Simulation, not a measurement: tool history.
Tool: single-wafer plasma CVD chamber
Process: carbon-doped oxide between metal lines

| run | day | heater temperature setpoint (K) | chamber pressure (mTorr) | RF power (kW) | deposition time (s) | mean film thickness on the monitor wafer (nm) |
|---|---|---|---|---|---|---|
| 1 | 0.000 | 648.15 | 4590 | 0.590 | 20.9 | 113.570 |
| 2 | 0.158 | 648.15 | 4590 | 0.530 | 20.9 | 103.270 |
| 3 | 0.204 | 648.15 | 4590 | 0.530 | 21.6 | 107.060 |
| 4 | 0.238 | 648.15 | 4590 | 0.450 | 21.6 | 88.453 |
| 5 | 0.546 | 648.15 | 4590 | 0.450 | 20.9 | 86.277 |
| 6 | 0.804 | 648.15 | 4590 | 0.450 | 20.9 | 86.563 |
| 7 | 0.846 | 648.15 | 4680 | 0.515 | 21.1 | 100.950 |
| 8 | 0.871 | 648.15 | 5060 | 0.550 | 21.2 | 108.940 |

Predict the results of run 9:
| 9 | 1.075 | 648.15 | 5090 | 0.585 | 21.3 | ? |

mean film thickness on the monitor wafer (nm): 117.110
